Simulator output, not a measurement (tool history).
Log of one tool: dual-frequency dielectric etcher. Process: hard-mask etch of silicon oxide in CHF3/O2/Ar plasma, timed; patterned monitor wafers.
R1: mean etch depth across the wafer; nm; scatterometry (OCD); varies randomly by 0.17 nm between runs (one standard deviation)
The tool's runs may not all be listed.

Run 1, day 0.000: source power (kW) 0.510, bias power (kW) 0.170, etch time (s) 20.0. Result: R1 35.758 nm.
Run 2, day 0.350: source power (kW) 0.470, bias power (kW) 0.163, etch time (s) 20.0. Result: R1 33.468 nm.
Run 3, day 0.654: source power (kW) 0.410, bias power (kW) 0.163, etch time (s) 20.0. Result: R1 30.879 nm.
Run 4, day 0.858: source power (kW) 0.500, bias power (kW) 0.163, etch time (s) 20.0. Result: R1 34.992 nm.
Run 5, day 1.000: source power (kW) 0.470, bias power (kW) 0.163, etch time (s) 20.0. Result: R1 33.434 nm.
Run 6, day 1.133: source power (kW) 0.470, bias power (kW) 0.148, etch time (s) 20.0. Result: R1 32.262 nm.
Run 7, day 1.388: source power (kW) 0.450, bias power (kW) 0.147, etch time (s) 20.0. Result: R1 31.132 nm.

Estimate the outcome of run 8 from the log above:
Run 8, day 1.483: source power (kW) 0.440, bias power (kW) 0.147, etch time (s) 20.0. Result: R1 ?.

Run 8 came out at R1 30.703 nm.

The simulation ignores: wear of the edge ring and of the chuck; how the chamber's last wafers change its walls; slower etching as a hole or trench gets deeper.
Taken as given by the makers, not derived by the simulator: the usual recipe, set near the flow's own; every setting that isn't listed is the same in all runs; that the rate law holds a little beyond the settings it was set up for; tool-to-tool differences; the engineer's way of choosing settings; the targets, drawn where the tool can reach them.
